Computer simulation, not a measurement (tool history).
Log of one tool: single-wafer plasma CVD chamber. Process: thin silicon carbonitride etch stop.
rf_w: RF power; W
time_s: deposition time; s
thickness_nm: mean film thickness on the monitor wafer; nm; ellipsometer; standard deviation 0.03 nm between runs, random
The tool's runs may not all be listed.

run 1 hour=0.0 | rf_w=165 time_s=15.4 | thickness_nm=8.2962
run 2 hour=7.5 | rf_w=165 time_s=13.4 | thickness_nm=7.1967
run 3 hour=14.4 | rf_w=185 time_s=13.4 | thickness_nm=7.4156
run 4 hour=22.5 | rf_w=185 time_s=12.1 | thickness_nm=6.7590
run 5 hour=29.1 | rf_w=190 time_s=13.5 | thickness_nm=7.5570
run 6 hour=33.9 | rf_w=190 time_s=12.4 | thickness_nm=6.9424
run 7 hour=35.4 | rf_w=195 time_s=13.7 | thickness_nm=7.7382
run 8 hour=35.9 | rf_w=200 time_s=14.6 | thickness_nm=8.2461
run 9 hour=43.3 | rf_w=205 time_s=15.4 | thickness_nm=8.7880
run 10 hour=43.8 | rf_w=210 time_s=16.0 | thickness_nm=9.2287
run 11 hour=46.0 | rf_w=210 time_s=16.4 | thickness_nm=9.4460
run 12 hour=46.6 | rf_w=210 time_s=16.7 | thickness_nm=9.6387
run 13 hour=55.3 | rf_w=210 time_s=17.0 | thickness_nm=9.7866

For run 14, what comes out?
run 14 hour=60.1 | rf_w=210 time_s=17.2 | thickness_nm=?

{"run 14": {"thickness_nm": 9.8996}}
